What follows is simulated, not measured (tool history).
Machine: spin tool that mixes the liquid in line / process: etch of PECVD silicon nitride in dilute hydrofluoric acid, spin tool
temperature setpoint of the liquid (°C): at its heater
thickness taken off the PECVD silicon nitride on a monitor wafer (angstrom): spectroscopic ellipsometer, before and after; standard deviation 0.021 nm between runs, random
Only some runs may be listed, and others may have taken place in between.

run  hour  temperature setpoint of the liquid (°C)  parts of water to one part of 49 % hydrofluoric acid (parts by volume)  time under the liquid (s)  thickness taken off the PECVD silicon nitride on a monitor wafer (angstrom)
  1     0                                       22                                                                     170                         50                                                                        15.19
  2   1.7                                     20.5                                                                     170                         50                                                                       13.402
  3  10.2                                     22.5                                                                     170                         50                                                                       15.505
  4  12.7                                     22.5                                                                     225                         50                                                                       11.671
  5  14.8                                       21                                                                     225                         50                                                                       10.521
  6  20.2                                       21                                                                     180                         50                                                                       13.329
  7  22.7                                       24                                                                     175                         50                                                                       16.566

Run 8 has not been measured yet. What should we expect?
  8  31.4                                       26                                                                     170                         50                                                                            ?

thickness taken off the PECVD silicon nitride on a monitor wafer (angstrom): 19.352
